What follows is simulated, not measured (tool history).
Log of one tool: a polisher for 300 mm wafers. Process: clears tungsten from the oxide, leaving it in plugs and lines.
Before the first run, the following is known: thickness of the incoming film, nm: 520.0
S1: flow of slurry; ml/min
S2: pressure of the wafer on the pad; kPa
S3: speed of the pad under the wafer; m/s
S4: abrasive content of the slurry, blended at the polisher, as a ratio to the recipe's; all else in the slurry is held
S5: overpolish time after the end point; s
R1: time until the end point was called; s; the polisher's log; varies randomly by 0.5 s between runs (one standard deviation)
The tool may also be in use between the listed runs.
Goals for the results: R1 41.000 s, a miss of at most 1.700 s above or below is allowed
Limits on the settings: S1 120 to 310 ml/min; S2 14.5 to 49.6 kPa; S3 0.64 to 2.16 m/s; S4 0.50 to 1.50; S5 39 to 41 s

run 1 hour=0.0 | S1=200 S2=31.7 S3=1.40 S4=1.00 S5=39 | R1=69.493
run 2 hour=5.0 | S1=200 S2=36.5 S3=1.42 S4=1.00 S5=39 | R1=61.024
run 3 hour=7.4 | S1=200 S2=36.5 S3=1.42 S4=0.90 S5=39 | R1=62.230
run 4 hour=11.4 | S1=200 S2=36.5 S3=1.42 S4=0.90 S5=39 | R1=62.149
run 5 hour=14.6 | S1=200 S2=40.7 S3=1.42 S4=0.90 S5=39 | R1=56.615
run 6 hour=21.8 | S1=200 S2=43.4 S3=1.46 S4=0.90 S5=39 | R1=53.045
run 7 hour=22.6 | S1=200 S2=45.5 S3=1.52 S4=0.90 S5=39 | R1=48.860
run 8 hour=30.5 | S1=200 S2=46.9 S3=1.56 S4=0.90 S5=39 | R1=46.141

Pick the move, out of 5, that brings all results within their allowed miss; only one does.
run A hour=38.4 | S1=210 S2=46.9 S3=1.50 S4=0.90 S5=41 | R1=?
run B hour=38.4 | S1=120 S2=42.1 S3=1.22 S4=1.25 S5=41 | R1=?
run C hour=38.4 | S1=170 S2=43.4 S3=2.08 S4=1.05 S5=41 | R1=?
run D hour=38.4 | S1=200 S2=49.6 S3=1.74 S4=0.60 S5=40 | R1=?
run E hour=38.4 | S1=150 S2=44.1 S3=1.82 S4=1.15 S5=39 | R1=?

move=A R1=47.512
move=B R1=59.446
move=C R1=38.144
move=D R1=46.551
move=E R1=41.385
A: lands further from the targets than the last run did
B: lands further from the targets than the last run did
C: pushes the last run's worst result past its target
D: lands further from the targets than the last run did
E: hits every target within its allowed miss
The move that meets every target is E.
